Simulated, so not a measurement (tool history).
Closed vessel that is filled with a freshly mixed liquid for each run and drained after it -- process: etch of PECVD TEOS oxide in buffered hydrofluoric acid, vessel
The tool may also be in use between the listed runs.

run  hour  temperature setpoint of the liquid (K)  parts of 40 % ammonium fluoride to one part of 49 % hydrofluoric acid (parts by volume)  time in the liquid (s)  thickness taken off the PECVD TEOS oxide on a monitor wafer (nm)
  1     0                                  293.15                                                                                      7.5                      30                                                            52.191
  2   1.4                                  294.15                                                                                      7.5                      30                                                            54.889
  3   6.2                                  294.15                                                                                      7.5                      30                                                            55.334
  4     7                                  295.65                                                                                      7.5                      30                                                            59.602
  5  13.4                                  295.65                                                                                      9.5                      30                                                            47.778
  6  17.8                                  293.65                                                                                      9.5                      30                                                            42.635
  7  19.9                                  292.65                                                                                      9.5                      30                                                            40.386

Expected results for the next run?
  8  27.8                                  292.15                                                                                      9.5                      30                                                                 ?

thickness taken off the PECVD TEOS oxide on a monitor wafer (nm): 39.116
